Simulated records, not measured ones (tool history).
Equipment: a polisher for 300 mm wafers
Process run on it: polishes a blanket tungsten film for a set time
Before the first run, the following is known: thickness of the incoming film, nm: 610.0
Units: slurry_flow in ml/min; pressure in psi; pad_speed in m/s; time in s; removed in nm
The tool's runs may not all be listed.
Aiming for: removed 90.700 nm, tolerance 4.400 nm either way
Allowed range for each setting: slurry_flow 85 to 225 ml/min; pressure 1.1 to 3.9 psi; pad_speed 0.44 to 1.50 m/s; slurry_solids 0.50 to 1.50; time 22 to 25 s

{"run": 1, "hour": 0.0, "slurry_flow": 145, "pressure": 2.5, "pad_speed": 0.96, "slurry_solids": 1.0, "time": 25, "removed": 65.621}
{"run": 2, "hour": 8.6, "slurry_flow": 145, "pressure": 2.6, "pad_speed": 0.96, "slurry_solids": 1.0, "time": 25, "removed": 67.134}
{"run": 3, "hour": 13.7, "slurry_flow": 170, "pressure": 2.6, "pad_speed": 0.96, "slurry_solids": 1.0, "time": 25, "removed": 68.27}
{"run": 4, "hour": 14.3, "slurry_flow": 170, "pressure": 2.7, "pad_speed": 0.96, "slurry_solids": 1.0, "time": 25, "removed": 71.432}
{"run": 5, "hour": 16.7, "slurry_flow": 170, "pressure": 2.8, "pad_speed": 0.96, "slurry_solids": 1.0, "time": 25, "removed": 72.225}
{"run": 6, "hour": 24.7, "slurry_flow": 170, "pressure": 2.8, "pad_speed": 0.96, "slurry_solids": 1.0, "time": 25, "removed": 76.203}
{"run": 7, "hour": 29.3, "slurry_flow": 170, "pressure": 2.9, "pad_speed": 0.96, "slurry_solids": 1.0, "time": 25, "removed": 77.518}
{"run": 8, "hour": 35.9, "slurry_flow": 170, "pressure": 3.0, "pad_speed": 0.96, "slurry_solids": 1.0, "time": 25, "removed": 79.563}
{"run": 9, "hour": 43.0, "slurry_flow": 170, "pressure": 3.1, "pad_speed": 0.96, "slurry_solids": 1.0, "time": 25, "removed": 83.826}
{"run": 10, "hour": 45.5, "slurry_flow": 170, "pressure": 3.1, "pad_speed": 0.96, "slurry_solids": 1.0, "time": 25, "removed": 85.451}
{"run": 11, "hour": 49.0, "slurry_flow": 170, "pressure": 3.2, "pad_speed": 0.96, "slurry_solids": 1.0, "time": 25, "removed": 85.618}

Which one of the following 5 next-run settings gets every result inside its allowed miss? There is exactly one.
{"run": "A", "hour": 52.5, "slurry_flow": 165, "pressure": 3.4, "pad_speed": 1.06, "slurry_solids": 1.15, "time": 25, "removed": "?"}
{"run": "B", "hour": 52.5, "slurry_flow": 175, "pressure": 3.2, "pad_speed": 1.22, "slurry_solids": 0.75, "time": 25, "removed": "?"}
{"run": "C", "hour": 52.5, "slurry_flow": 175, "pressure": 3.5, "pad_speed": 0.92, "slurry_solids": 1.0, "time": 22, "removed": "?"}
{"run": "D", "hour": 52.5, "slurry_flow": 175, "pressure": 3.2, "pad_speed": 0.92, "slurry_solids": 1.5, "time": 25, "removed": "?"}
{"run": "E", "hour": 52.5, "slurry_flow": 195, "pressure": 3.3, "pad_speed": 0.98, "slurry_solids": 0.85, "time": 22, "removed": "?"}

move=A removed=99.276
move=B removed=99.892
move=C removed=76.940
move=D removed=87.001
move=E removed=76.113
A: takes the result that was furthest off past its target
B: takes the result that was furthest off past its target
C: its largest miss is bigger than the last run's
D: every result lands within tolerance
E: its largest miss is bigger than the last run's
Correct choice: D, which meets every target
